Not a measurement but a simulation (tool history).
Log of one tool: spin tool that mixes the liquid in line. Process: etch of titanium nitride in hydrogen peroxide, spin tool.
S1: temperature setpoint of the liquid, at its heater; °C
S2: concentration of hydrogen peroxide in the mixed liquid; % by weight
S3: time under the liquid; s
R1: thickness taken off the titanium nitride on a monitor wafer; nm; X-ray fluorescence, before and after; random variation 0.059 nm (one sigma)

run 1 day=0 | S1=52 S2=17.5 S3=285 | R1=21.198
run 2 day=0.067 | S1=45.5 S2=17.5 S3=285 | R1=13.057
run 3 day=0.242 | S1=46.5 S2=17.5 S3=285 | R1=14.044
run 4 day=0.388 | S1=47.5 S2=17.5 S3=285 | R1=15.215
run 5 day=0.508 | S1=48 S2=17.5 S3=285 | R1=15.789
run 6 day=0.608 | S1=51 S2=17.5 S3=285 | R1=19.526
run 7 day=0.733 | S1=50.5 S2=17.5 S3=285 | R1=18.839

The next listed run, before its measurement:
run 8 day=1.075 | S1=50 S2=17.5 S3=285 | R1=?

{"run 8": {"R1": 18.274}}

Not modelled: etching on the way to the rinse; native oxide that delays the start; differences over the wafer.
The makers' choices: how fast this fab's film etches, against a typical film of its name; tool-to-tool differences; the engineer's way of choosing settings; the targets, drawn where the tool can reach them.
